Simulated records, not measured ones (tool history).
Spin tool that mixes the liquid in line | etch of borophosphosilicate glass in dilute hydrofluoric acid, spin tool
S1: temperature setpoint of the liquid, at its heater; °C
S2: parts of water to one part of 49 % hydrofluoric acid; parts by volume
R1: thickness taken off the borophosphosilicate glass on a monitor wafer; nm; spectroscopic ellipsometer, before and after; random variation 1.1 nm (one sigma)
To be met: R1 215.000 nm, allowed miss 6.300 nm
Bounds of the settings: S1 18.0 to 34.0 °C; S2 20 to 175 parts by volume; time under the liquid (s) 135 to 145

Run 1, day 0.000: S1 26.0 °C, S2 95 parts by volume, time under the liquid (s) 135. Result: R1 51.807 nm.
Run 2, day 0.054: S1 26.0 °C, S2 95 parts by volume, time under the liquid (s) 145. Result: R1 55.365 nm.
Run 3, day 0.258: S1 26.0 °C, S2 70 parts by volume, time under the liquid (s) 145. Result: R1 77.945 nm.
Run 4, day 0.446: S1 26.0 °C, S2 100 parts by volume, time under the liquid (s) 145. Result: R1 52.332 nm.
Run 5, day 0.554: S1 26.0 °C, S2 100 parts by volume, time under the liquid (s) 145. Result: R1 52.005 nm.
Run 6, day 0.650: S1 28.5 °C, S2 100 parts by volume, time under the liquid (s) 145. Result: R1 57.638 nm.
Run 7, day 0.946: S1 29.5 °C, S2 90 parts by volume, time under the liquid (s) 145. Result: R1 67.777 nm.
Run 8, day 1.083: S1 33.5 °C, S2 50 parts by volume, time under the liquid (s) 145. Result: R1 151.020 nm.
Run 9, day 1.108: S1 33.5 °C, S2 45 parts by volume, time under the liquid (s) 145. Result: R1 169.420 nm.
Run 10, day 1.162: S1 34.0 °C, S2 35 parts by volume, time under the liquid (s) 145. Result: R1 226.310 nm.

4 next moves are on the table. One of them brings every result within its allowed miss. Which?
Run A, day 1.217: S1 27.5 °C, S2 25 parts by volume, time under the liquid (s) 145. Result: R1 ?.
Run B, day 1.217: S1 32.0 °C, S2 30 parts by volume, time under the liquid (s) 140. Result: R1 ?.
Run C, day 1.217: S1 33.5 °C, S2 35 parts by volume, time under the liquid (s) 140. Result: R1 ?.
Run D, day 1.217: S1 33.5 °C, S2 30 parts by volume, time under the liquid (s) 140. Result: R1 ?.

move       R1
   A  249.320
   B  238.500
   C  214.950
   D  252.950
A: further off than the last run
B: further off than the last run
C: meets every target
D: further off than the last run
Answer: C
